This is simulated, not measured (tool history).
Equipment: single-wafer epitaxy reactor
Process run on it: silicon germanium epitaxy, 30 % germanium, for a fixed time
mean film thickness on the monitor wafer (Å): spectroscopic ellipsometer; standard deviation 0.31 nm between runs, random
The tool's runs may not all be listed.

| run | hour | wafer temperature setpoint (pyrometer-controlled) (K) | chamber pressure (Torr) | mean film thickness on the monitor wafer (Å) |
|---|---|---|---|---|
| 1 | 0.0 | 893.15 | 19.3 | 886.23 |
| 2 | 4.6 | 897.15 | 19.3 | 943.97 |
| 3 | 12.2 | 908.15 | 19.3 | 1148.60 |
| 4 | 15.3 | 908.15 | 16.9 | 1092.60 |
|  | 18.5 | capacitance manometer re-zeroed and calibrated |
| 5 | 18.5 | 908.15 | 19.6 | 1127.80 |
| 6 | 23.8 | 913.15 | 19.6 | 1225.00 |
| 7 | 25.8 | 908.15 | 19.0 | 1115.60 |
| 8 | 27.5 | 903.15 | 18.6 | 1012.80 |
| 9 | 30.0 | 899.15 | 18.5 | 948.58 |
| 10 | 31.8 | 896.15 | 18.4 | 889.03 |
| 11 | 37.9 | 893.15 | 18.4 | 851.92 |
| 12 | 44.8 | 890.15 | 18.4 | 801.92 |
| 13 | 48.4 | 888.15 | 18.4 | 774.82 |
| 14 | 54.5 | 886.15 | 18.4 | 748.02 |
| 15 | 61.9 | 884.15 | 18.4 | 725.32 |
| 16 | 65.6 | 882.15 | 18.4 | 689.11 |
| 17 | 67.0 | 881.15 | 18.4 | 686.16 |
| 18 | 68.3 | 880.15 | 18.4 | 671.85 |
| 19 | 71.9 | 869.15 | 18.2 | 546.18 |

Run 20 is up next; what results do you expect?
| 20 | 76.1 | 870.15 | 18.2 | ? |

mean film thickness on the monitor wafer (Å): 553.39
